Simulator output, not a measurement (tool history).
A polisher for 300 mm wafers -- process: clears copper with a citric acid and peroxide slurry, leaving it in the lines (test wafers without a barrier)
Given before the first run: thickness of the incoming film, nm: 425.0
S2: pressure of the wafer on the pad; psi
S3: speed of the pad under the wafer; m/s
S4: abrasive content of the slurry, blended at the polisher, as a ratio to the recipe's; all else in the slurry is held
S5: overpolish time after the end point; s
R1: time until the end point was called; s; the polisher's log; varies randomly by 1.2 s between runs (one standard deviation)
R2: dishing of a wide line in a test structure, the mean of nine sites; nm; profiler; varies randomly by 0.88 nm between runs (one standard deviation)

run 1 hour=0 | flow_of_slurry_(ml/min)=315 S2=2.9 S3=1.34 S4=1 S5=26 | R1=129 R2=54.653
run 2 hour=1.7 | flow_of_slurry_(ml/min)=315 S2=2.9 S3=1.34 S4=1.1 S5=26 | R1=124.8 R2=54.694
run 3 hour=5.5 | flow_of_slurry_(ml/min)=315 S2=2.9 S3=1.34 S4=1.1 S5=24 | R1=124.86 R2=50.795
run 4 hour=8.8 | flow_of_slurry_(ml/min)=315 S2=2.6 S3=1.34 S4=1.1 S5=24 | R1=140.62 R2=47.435
run 5 hour=13.1 | flow_of_slurry_(ml/min)=315 S2=2.7 S3=1.34 S4=1.1 S5=22 | R1=136.07 R2=43.823
run 6 hour=13.8 | flow_of_slurry_(ml/min)=315 S2=2.7 S3=1.34 S4=1.1 S5=33 | R1=135.04 R2=62.748

For run 7, what comes out?
run 7 hour=17.1 | flow_of_slurry_(ml/min)=315 S2=3.2 S3=1.36 S4=1.1 S5=20 | R1=? R2=?

Run 7 came out at R1 112.79 s, R2 49.398 nm.
